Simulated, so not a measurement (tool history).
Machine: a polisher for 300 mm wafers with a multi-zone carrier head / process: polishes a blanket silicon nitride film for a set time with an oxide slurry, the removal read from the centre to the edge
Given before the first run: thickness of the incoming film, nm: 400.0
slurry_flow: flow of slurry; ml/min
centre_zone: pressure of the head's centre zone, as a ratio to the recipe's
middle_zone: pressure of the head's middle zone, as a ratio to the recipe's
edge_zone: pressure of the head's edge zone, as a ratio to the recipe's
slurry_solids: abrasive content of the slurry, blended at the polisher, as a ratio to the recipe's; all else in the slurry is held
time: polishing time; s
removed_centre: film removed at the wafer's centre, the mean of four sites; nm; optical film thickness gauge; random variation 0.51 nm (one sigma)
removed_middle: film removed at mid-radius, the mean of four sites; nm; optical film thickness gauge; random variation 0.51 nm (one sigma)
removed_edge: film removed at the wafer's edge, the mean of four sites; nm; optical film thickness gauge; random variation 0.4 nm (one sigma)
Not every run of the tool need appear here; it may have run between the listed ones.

Run 1, hour 0.0: slurry_flow 320 ml/min, centre_zone 1.00, middle_zone 1.00, edge_zone 1.00, slurry_solids 1.00, time 51 s. Result: removed_centre 38.189 nm, removed_middle 40.274 nm, removed_edge 41.235 nm.
Run 2, hour 7.7: slurry_flow 330 ml/min, centre_zone 0.99, middle_zone 1.05, edge_zone 1.00, slurry_solids 1.10, time 51 s. Result: removed_centre 39.171 nm, removed_middle 43.569 nm, removed_edge 42.556 nm.
Run 3, hour 12.9: slurry_flow 330 ml/min, centre_zone 0.99, middle_zone 1.05, edge_zone 1.00, slurry_solids 1.10, time 44 s. Result: removed_centre 33.936 nm, removed_middle 37.093 nm, removed_edge 36.671 nm.
Run 4, hour 14.5: slurry_flow 335 ml/min, centre_zone 0.97, middle_zone 1.09, edge_zone 1.00, slurry_solids 1.20, time 46 s. Result: removed_centre 36.832 nm, removed_middle 42.323 nm, removed_edge 39.798 nm.
Run 5, hour 22.0: slurry_flow 340 ml/min, centre_zone 0.95, middle_zone 1.12, edge_zone 1.01, slurry_solids 1.30, time 47 s. Result: removed_centre 37.761 nm, removed_middle 45.052 nm, removed_edge 42.509 nm.
Run 6, hour 24.9: slurry_flow 385 ml/min, centre_zone 0.95, middle_zone 1.12, edge_zone 1.01, slurry_solids 1.30, time 47 s. Result: removed_centre 37.501 nm, removed_middle 46.010 nm, removed_edge 42.742 nm.
Run 7, hour 26.6: slurry_flow 400 ml/min, centre_zone 0.95, middle_zone 1.14, edge_zone 1.00, slurry_solids 1.35, time 48 s. Result: removed_centre 39.569 nm, removed_middle 48.345 nm, removed_edge 43.673 nm.
Run 8, hour 30.2: slurry_flow 400 ml/min, centre_zone 0.95, middle_zone 1.14, edge_zone 1.00, slurry_solids 1.35, time 48 s. Result: removed_centre 39.361 nm, removed_middle 48.493 nm, removed_edge 43.927 nm.
Run 9, hour 32.6: slurry_flow 410 ml/min, centre_zone 0.94, middle_zone 1.15, edge_zone 0.99, slurry_solids 1.40, time 49 s. Result: removed_centre 40.697 nm, removed_middle 51.562 nm, removed_edge 45.430 nm.
Run 10, hour 34.1: slurry_flow 410 ml/min, centre_zone 0.94, middle_zone 1.15, edge_zone 0.99, slurry_solids 1.40, time 49 s. Result: removed_centre 41.121 nm, removed_middle 49.586 nm, removed_edge 45.162 nm.

Forecast run 11:
Run 11, hour 40.6: slurry_flow 435 ml/min, centre_zone 0.95, middle_zone 1.16, edge_zone 1.01, slurry_solids 1.40, time 50 s. Result: removed_centre ?, removed_middle ?, removed_edge ?.

removed_centre: 42.062 nm
removed_middle: 51.799 nm
removed_edge: 47.038 nm

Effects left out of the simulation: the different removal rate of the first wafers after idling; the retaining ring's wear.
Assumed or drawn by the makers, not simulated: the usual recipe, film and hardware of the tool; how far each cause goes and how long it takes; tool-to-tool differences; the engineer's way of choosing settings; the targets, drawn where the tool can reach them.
